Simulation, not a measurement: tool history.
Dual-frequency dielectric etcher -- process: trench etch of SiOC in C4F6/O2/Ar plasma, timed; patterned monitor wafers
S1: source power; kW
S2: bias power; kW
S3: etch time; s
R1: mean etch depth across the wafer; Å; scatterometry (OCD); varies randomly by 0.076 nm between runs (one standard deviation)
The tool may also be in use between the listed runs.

run 1 hour=0 | S1=0.35 S2=0.227 S3=16 | R1=288.55
run 2 hour=4.6 | S1=0.38 S2=0.238 S3=16 | R1=303.89
run 3 hour=11.8 | S1=0.4 S2=0.245 S3=16 | R1=315
run 4 hour=18.3 | S1=0.4 S2=0.245 S3=16 | R1=314.1
run 5 hour=26.2 | S1=0.34 S2=0.245 S3=16 | R1=293.06
run 6 hour=31.5 | S1=0.34 S2=0.245 S3=16.5 | R1=301.8

Forecast run 7:
run 7 hour=33.7 | S1=0.37 S2=0.25 S3=16.5 | R1=?

Run 7 gave R1 316.31 Å.

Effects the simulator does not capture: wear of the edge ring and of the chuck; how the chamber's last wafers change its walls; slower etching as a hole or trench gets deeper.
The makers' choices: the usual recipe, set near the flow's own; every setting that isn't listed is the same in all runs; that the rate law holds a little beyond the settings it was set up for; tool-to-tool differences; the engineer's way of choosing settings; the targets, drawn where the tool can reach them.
